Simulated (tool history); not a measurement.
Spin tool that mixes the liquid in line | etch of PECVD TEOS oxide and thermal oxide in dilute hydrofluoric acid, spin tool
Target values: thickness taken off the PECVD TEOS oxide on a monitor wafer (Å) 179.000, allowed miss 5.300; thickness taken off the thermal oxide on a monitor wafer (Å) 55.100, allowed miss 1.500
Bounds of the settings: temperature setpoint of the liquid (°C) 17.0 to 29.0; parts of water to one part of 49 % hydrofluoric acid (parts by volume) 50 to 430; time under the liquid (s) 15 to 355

| run | hour | temperature setpoint of the liquid (°C) | parts of water to one part of 49 % hydrofluoric acid (parts by volume) | time under the liquid (s) | thickness taken off the PECVD TEOS oxide on a monitor wafer (Å) | thickness taken off the thermal oxide on a monitor wafer (Å) |
|---|---|---|---|---|---|---|
| 1 | 0.0 | 21.0 | 240 | 180 | 85.164 | 26.153 |
| 2 | 8.5 | 21.0 | 205 | 180 | 103.080 | 32.049 |
| 3 | 12.0 | 21.0 | 175 | 180 | 124.060 | 38.205 |
| 4 | 15.7 | 24.0 | 175 | 180 | 137.730 | 42.700 |
| 5 | 22.7 | 24.5 | 175 | 180 | 141.050 | 43.658 |
| 6 | 29.9 | 24.5 | 260 | 180 | 86.576 | 26.866 |
| 7 | 36.4 | 25.0 | 245 | 180 | 95.899 | 29.410 |
| 8 | 43.2 | 25.0 | 245 | 180 | 94.811 | 29.733 |
| 9 | 50.1 | 25.5 | 230 | 180 | 106.370 | 32.713 |
| 10 | 54.0 | 26.0 | 220 | 180 | 113.200 | 35.152 |

Pick the move, out of 5, that brings all results within their allowed miss; only one does.
| A | 57.9 | 23.0 | 155 | 190 | ? | ? |
| B | 57.9 | 29.0 | 145 | 165 | ? | ? |
| C | 57.9 | 27.0 | 175 | 220 | ? | ? |
| D | 57.9 | 20.0 | 195 | 305 | ? | ? |
| E | 57.9 | 29.0 | 205 | 220 | ? | ? |

| move | thickness taken off the PECVD TEOS oxide on a monitor wafer (Å) | thickness taken off the thermal oxide on a monitor wafer (Å) |
|---|---|---|
| A | 163.170 | 51.271 |
| B | 191.940 | 60.311 |
| C | 189.970 | 59.692 |
| D | 177.840 | 55.880 |
| E | 168.030 | 52.800 |
A: nearer the targets than the last run, but a result is still out of spec
B: the result that was furthest off in the last run now lies on the other side of its target
C: the result that was furthest off in the last run now lies on the other side of its target
D: hits every target within its allowed miss
E: nearer the targets than the last run, but a result is still out of spec
Answer: D

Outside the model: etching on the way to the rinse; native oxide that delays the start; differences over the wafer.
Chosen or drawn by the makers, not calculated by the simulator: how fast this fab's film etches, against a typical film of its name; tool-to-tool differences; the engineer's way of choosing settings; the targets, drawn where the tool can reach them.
